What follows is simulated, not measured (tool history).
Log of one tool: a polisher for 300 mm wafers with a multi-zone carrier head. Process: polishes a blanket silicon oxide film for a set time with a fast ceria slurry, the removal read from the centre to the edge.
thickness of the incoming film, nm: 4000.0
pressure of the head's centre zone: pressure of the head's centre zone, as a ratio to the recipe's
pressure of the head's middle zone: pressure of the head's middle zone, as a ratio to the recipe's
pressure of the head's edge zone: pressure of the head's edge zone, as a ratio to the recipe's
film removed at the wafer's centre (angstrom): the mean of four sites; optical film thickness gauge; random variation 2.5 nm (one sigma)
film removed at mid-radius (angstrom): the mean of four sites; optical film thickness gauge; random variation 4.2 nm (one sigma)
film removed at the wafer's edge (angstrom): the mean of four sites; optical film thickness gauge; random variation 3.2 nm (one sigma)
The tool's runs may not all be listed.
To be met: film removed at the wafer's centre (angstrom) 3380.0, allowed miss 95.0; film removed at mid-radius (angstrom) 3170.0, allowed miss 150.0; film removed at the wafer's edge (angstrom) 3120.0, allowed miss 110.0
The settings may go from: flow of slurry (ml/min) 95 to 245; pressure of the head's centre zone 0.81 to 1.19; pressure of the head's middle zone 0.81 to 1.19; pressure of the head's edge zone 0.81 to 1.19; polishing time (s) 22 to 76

run	hour	flow of slurry (ml/min)	pressure of the head's centre zone	pressure of the head's middle zone	pressure of the head's edge zone	polishing time (s)	film removed at the wafer's centre (angstrom)	film removed at mid-radius (angstrom)	film removed at the wafer's edge (angstrom)
1	0.0	155	1.00	1.00	1.00	49	3834.4	3813.1	3874.5
2	4.2	155	1.05	1.00	1.00	49	4048.5	3873.0	3836.3
3	10.3	155	1.05	1.00	1.00	45	3644.7	3534.0	3525.9
4	14.3	155	1.05	1.00	0.97	45	3691.3	3556.7	3512.1
5	20.2	155	1.13	1.00	0.97	45	3980.2	3504.3	3577.6
6	21.4	155	1.06	1.00	0.97	45	3760.2	3537.6	3440.3
7	28.2	145	1.05	0.99	0.96	45	3655.7	3562.7	3423.3
8	35.5	125	1.06	0.90	0.90	41	3313.7	2914.8	3034.7
9	37.6	130	1.06	0.92	0.90	41	3326.8	3008.0	3064.9

Which of these 5 next moves meets every target?
A	39.7	105	1.19	0.93	0.97	37	?	?	?
B	39.7	130	1.04	0.93	0.89	47	?	?	?
C	39.7	140	1.07	0.99	0.93	41	?	?	?
D	39.7	130	1.06	0.81	0.98	40	?	?	?
E	39.7	110	1.01	1.13	0.81	45	?	?	?

move	film removed at the wafer's centre (angstrom)	film removed at mid-radius (angstrom)	film removed at the wafer's edge (angstrom)
A	3243.9	2650.7	2750.7
B	3725.1	3474.4	3429.5
C	3383.6	3166.2	3073.3
D	3229.9	2753.2	3056.2
E	3373.8	3621.5	3091.0
A: further off than the last run
B: takes the result that was furthest off past its target
C: meets every target
D: further off than the last run
E: takes the result that was furthest off past its target
The right move is C.
